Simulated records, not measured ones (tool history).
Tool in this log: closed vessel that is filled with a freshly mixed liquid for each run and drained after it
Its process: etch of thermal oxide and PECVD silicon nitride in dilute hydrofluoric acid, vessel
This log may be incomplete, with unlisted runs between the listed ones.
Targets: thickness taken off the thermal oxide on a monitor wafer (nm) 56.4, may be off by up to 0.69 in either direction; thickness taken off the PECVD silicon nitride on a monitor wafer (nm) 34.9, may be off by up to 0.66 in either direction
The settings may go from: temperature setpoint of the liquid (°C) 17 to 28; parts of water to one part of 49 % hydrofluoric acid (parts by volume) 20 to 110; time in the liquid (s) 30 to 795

run  hour  temperature setpoint of the liquid (°C)  parts of water to one part of 49 % hydrofluoric acid (parts by volume)  time in the liquid (s)  thickness taken off the thermal oxide on a monitor wafer (nm)  thickness taken off the PECVD silicon nitride on a monitor wafer (nm)
  1     0                                       20                                                                      60                     405                                                         29.043                                                                   18.2
  2   5.8                                     22.5                                                                      60                     405                                                         32.157                                                                 21.477
  3    11                                       24                                                                      60                     405                                                         34.471                                                                 23.987
  4  19.9                                     23.5                                                                      50                     400                                                         40.473                                                                  27.07
  5  29.1                                     23.5                                                                      45                     390                                                         44.052                                                                 29.405
  6  33.7                                       23                                                                      40                     385                                                         48.547                                                                 31.492
  7  42.7                                       23                                                                      35                     380                                                         54.729                                                                 35.511
  8  46.9                                     22.5                                                                      35                     380                                                         53.933                                                                 34.334
  9  55.2                                       22                                                                      35                     380                                                         52.434                                                                 33.009
 10  57.5                                       22                                                                      30                     375                                                          60.84                                                                 37.842
 11    61                                     21.5                                                                      35                     375                                                         50.859                                                                 31.479

Consider the 4 candidate settings below. Which is the only one whose results all fall within their allowed miss of target?
  A  64.5                                       20                                                                      30                     380                                                              ?                                                                      ?
  B  64.5                                       19                                                                      30                     405                                                              ?                                                                      ?
  C  64.5                                     23.5                                                                      30                     275                                                              ?                                                                      ?
  D  64.5                                     22.5                                                                      25                     280                                                              ?                                                                      ?

move  thickness taken off the thermal oxide on a monitor wafer (nm)  thickness taken off the PECVD silicon nitride on a monitor wafer (nm)
   A                                                         56.777                                                                 33.194
   B                                                          57.95                                                                 32.974
   C                                                         47.686                                                                 30.608
   D                                                         56.221                                                                 34.678
A: puts the biggest miss on target and leaves a different result outside tolerance
B: takes the result that was furthest off past its target
C: further off than the last run
D: every result lands within tolerance
The right move is D.

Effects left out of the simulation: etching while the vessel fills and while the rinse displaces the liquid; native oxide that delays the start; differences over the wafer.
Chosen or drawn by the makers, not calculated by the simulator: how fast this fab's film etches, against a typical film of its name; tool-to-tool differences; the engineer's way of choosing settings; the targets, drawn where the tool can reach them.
